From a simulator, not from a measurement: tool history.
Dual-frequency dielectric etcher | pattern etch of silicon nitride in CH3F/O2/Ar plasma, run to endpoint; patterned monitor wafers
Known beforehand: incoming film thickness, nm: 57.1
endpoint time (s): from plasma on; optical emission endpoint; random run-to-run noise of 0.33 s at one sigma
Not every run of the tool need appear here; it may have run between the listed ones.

run  hour  source power (W)  bias power (W)  endpoint time (s)
  1     0               540              55             79.815
  2   7.8               540              47             82.479
  3  13.3               610              47             78.921
  4  16.7               630              48             77.136
  5  17.9               650              49             76.122
  6  22.7               660              50             75.808
  7  30.2               670              51             74.842

Run 8, settings as shown, results not yet in. Your forecast:
  8  37.1               680              52                  ?

{"run 8": {"endpoint time (s)": 73.67}}
